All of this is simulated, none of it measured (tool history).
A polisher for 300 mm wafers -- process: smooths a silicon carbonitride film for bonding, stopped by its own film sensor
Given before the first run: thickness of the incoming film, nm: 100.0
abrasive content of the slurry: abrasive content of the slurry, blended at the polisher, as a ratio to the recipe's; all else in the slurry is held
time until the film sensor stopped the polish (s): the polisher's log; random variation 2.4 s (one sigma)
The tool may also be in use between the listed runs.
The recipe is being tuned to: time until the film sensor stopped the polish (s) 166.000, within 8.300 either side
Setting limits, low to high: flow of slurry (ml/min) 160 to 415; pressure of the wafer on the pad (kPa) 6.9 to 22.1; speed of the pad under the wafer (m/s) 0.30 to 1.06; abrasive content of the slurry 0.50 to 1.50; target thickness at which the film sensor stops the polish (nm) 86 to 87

| run | day | flow of slurry (ml/min) | pressure of the wafer on the pad (kPa) | speed of the pad under the wafer (m/s) | abrasive content of the slurry | target thickness at which the film sensor stops the polish (nm) | time until the film sensor stopped the polish (s) |
|---|---|---|---|---|---|---|---|
| 1 | 0.000 | 265 | 14.5 | 0.68 | 1.00 | 86 | 66.729 |
| 2 | 0.075 | 265 | 13.1 | 0.64 | 1.00 | 86 | 76.269 |
| 3 | 0.117 | 240 | 13.1 | 0.64 | 1.00 | 86 | 75.617 |
| 4 | 0.317 | 240 | 13.1 | 0.64 | 1.00 | 86 | 76.107 |
| 5 | 0.662 | 240 | 13.1 | 0.64 | 1.00 | 87 | 69.065 |
| 6 | 0.812 | 240 | 12.4 | 0.58 | 0.95 | 87 | 82.620 |
| 7 | 1.000 | 240 | 11.7 | 0.54 | 0.95 | 87 | 90.475 |
| 8 | 1.138 | 240 | 11.0 | 0.50 | 0.95 | 87 | 97.200 |
| 9 | 1.229 | 240 | 10.3 | 0.46 | 0.95 | 87 | 110.710 |
| 10 | 1.538 | 240 | 9.7 | 0.44 | 0.95 | 87 | 123.920 |
| 11 | 1.796 | 240 | 6.9 | 0.38 | 0.95 | 87 | 177.640 |

Which of these 4 next moves meets every target?
| A | 2.054 | 165 | 10.3 | 0.44 | 0.65 | 86 | ? |
| B | 2.054 | 265 | 6.9 | 0.34 | 0.95 | 87 | ? |
| C | 2.054 | 325 | 10.3 | 0.30 | 0.75 | 87 | ? |
| D | 2.054 | 215 | 6.9 | 0.34 | 1.05 | 86 | ? |

| move | time until the film sensor stopped the polish (s) |
|---|---|
| A | 179.630 |
| B | 187.550 |
| C | 164.300 |
| D | 194.730 |
A: moves away from the targets compared with the last run
B: moves away from the targets compared with the last run
C: hits every target within its allowed miss
D: moves away from the targets compared with the last run
Move C is the one to make.

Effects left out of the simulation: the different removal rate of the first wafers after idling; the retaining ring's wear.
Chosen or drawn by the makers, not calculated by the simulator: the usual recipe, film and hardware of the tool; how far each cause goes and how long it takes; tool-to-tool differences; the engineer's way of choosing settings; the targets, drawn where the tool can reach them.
